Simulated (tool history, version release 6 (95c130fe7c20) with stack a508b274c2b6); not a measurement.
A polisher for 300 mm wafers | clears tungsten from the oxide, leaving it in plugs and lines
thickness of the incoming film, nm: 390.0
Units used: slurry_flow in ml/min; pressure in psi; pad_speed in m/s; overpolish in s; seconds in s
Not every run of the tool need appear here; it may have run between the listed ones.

run  hour  slurry_flow  pressure  pad_speed  slurry_solids  overpolish  seconds
  1   0.0          205       4.3       1.28           1.00          16   55.071
  2   6.0          205       4.3       1.28           0.85          16   54.590
  3  12.7          205       3.8       1.28           0.85          16   62.128
  4  18.1          205       3.5       1.28           0.85          16   67.359
  5  26.1          205       3.5       1.28           0.85          16   67.018
  6  27.6          205       3.3       1.28           0.85          16   71.023
  7  36.4          205       3.1       1.28           0.85          16   74.665
  8  39.6          200       2.7       1.28           0.85          16   85.185
  9  44.1          205       2.7       1.28           0.85          16   84.607

Run 10, settings as shown, results not yet in. Your forecast:
     51.2  -- slurry blender recalibrated
 10  51.2          205       2.8       1.28           0.85          16        ?

Run 10 produced seconds 79.015 s.

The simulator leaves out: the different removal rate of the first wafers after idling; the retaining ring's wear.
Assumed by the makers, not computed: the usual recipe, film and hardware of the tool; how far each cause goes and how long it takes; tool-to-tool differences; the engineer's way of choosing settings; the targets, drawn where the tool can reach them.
